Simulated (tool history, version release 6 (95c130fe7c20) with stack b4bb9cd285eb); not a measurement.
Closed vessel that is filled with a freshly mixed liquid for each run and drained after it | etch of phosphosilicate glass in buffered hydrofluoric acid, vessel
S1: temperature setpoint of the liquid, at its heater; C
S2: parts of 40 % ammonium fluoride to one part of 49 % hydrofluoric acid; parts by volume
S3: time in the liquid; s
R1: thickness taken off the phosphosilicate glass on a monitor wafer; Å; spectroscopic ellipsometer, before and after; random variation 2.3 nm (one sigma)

run  hour    S1    S2  S3      R1
  1     0    24    17  95  2820.6
  2   1.1    24    17  95  2847.4
  3   5.1    24    21  95  2330.1
  4  14.3  25.5    21  95  2550.4
  5  20.6  25.5    24  95  2309.6
  6  26.7    29    24  95  2814.4
  7  27.7  29.5    24  95  2844.3
  8  32.5    30    24  95  2946.7
  9    38    31  23.5  95  3164.6

The next listed run, before its measurement:
 10  41.9  31.5  23  95   ?

Run 10 gave R1 3283.5 Å.
